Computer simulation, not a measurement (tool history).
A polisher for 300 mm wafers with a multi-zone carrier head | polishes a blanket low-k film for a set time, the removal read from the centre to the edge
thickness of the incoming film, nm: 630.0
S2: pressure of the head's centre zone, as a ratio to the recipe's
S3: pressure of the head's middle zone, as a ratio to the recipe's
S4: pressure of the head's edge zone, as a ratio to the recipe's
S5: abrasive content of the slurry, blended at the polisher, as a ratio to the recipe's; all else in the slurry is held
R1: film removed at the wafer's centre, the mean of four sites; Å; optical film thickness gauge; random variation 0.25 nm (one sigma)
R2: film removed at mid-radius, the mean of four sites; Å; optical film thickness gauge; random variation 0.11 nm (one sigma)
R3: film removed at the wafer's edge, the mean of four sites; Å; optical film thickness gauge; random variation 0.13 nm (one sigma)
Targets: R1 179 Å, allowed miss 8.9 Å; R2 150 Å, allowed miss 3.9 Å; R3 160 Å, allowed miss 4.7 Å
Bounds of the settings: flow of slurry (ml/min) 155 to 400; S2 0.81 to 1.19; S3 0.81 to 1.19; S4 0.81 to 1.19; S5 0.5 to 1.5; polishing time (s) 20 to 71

Run 1, hour 0: flow of slurry (ml/min) 255, S2 1, S3 1, S4 1, S5 1, polishing time (s) 45. Result: R1 164.14 Å, R2 166.06 Å, R3 161.82 Å.
Run 2, hour 4: flow of slurry (ml/min) 255, S2 1, S3 1, S4 1.06, S5 1, polishing time (s) 45. Result: R1 160.73 Å, R2 166.76 Å, R3 168.22 Å.
Run 3, hour 4.6: flow of slurry (ml/min) 255, S2 1.06, S3 1, S4 1.06, S5 1, polishing time (s) 45. Result: R1 173.29 Å, R2 166.75 Å, R3 165.12 Å.
Run 4, hour 12.3: flow of slurry (ml/min) 255, S2 1.13, S3 1, S4 1.06, S5 1, polishing time (s) 45. Result: R1 183.05 Å, R2 171.19 Å, R3 164.8 Å.
Run 5, hour 21.2: flow of slurry (ml/min) 245, S2 1.13, S3 0.97, S4 1.05, S5 1, polishing time (s) 45. Result: R1 183.75 Å, R2 163.99 Å, R3 167.92 Å.
Run 6, hour 26.8: flow of slurry (ml/min) 245, S2 1.13, S3 0.97, S4 1.05, S5 1.2, polishing time (s) 45. Result: R1 196.54 Å, R2 176.37 Å, R3 180.72 Å.
Run 7, hour 30.4: flow of slurry (ml/min) 240, S2 1.12, S3 0.95, S4 1.01, S5 1.15, polishing time (s) 45. Result: R1 192.93 Å, R2 172.97 Å, R3 176.8 Å.
Run 8, hour 35.1: flow of slurry (ml/min) 240, S2 1.12, S3 0.93, S4 1, S5 1.1, polishing time (s) 45. Result: R1 189.4 Å, R2 164.35 Å, R3 171.3 Å.

Which of these 5 next moves meets every target?
Run A, hour 39.8: flow of slurry (ml/min) 310, S2 0.94, S3 0.9, S4 1.09, S5 1.45, polishing time (s) 43. Result: R1 ?, R2 ?, R3 ?.
Run B, hour 39.8: flow of slurry (ml/min) 255, S2 1.04, S3 0.85, S4 0.94, S5 1.4, polishing time (s) 46. Result: R1 ?, R2 ?, R3 ?.
Run C, hour 39.8: flow of slurry (ml/min) 250, S2 1.17, S3 0.98, S4 0.95, S5 1, polishing time (s) 43. Result: R1 ?, R2 ?, R3 ?.
Run D, hour 39.8: flow of slurry (ml/min) 290, S2 1.12, S3 0.97, S4 0.98, S5 1, polishing time (s) 44. Result: R1 ?, R2 ?, R3 ?.
Run E, hour 39.8: flow of slurry (ml/min) 230, S2 1.13, S3 0.9, S4 1, S5 1.05, polishing time (s) 43. Result: R1 ?, R2 ?, R3 ?.

move      R1      R2      R3
   A  176.83  177.59  192.82
   B  202.46  175.51  189.65
   C  181.89  157.42  151.62
   D  180.86  161.96  158.65
   E  178.39  149.16  157.77
A: further off than the last run
B: further off than the last run
C: nearer than the last run, and not there yet
D: nearer than the last run, and not there yet
E: meets every target
The right move is E.
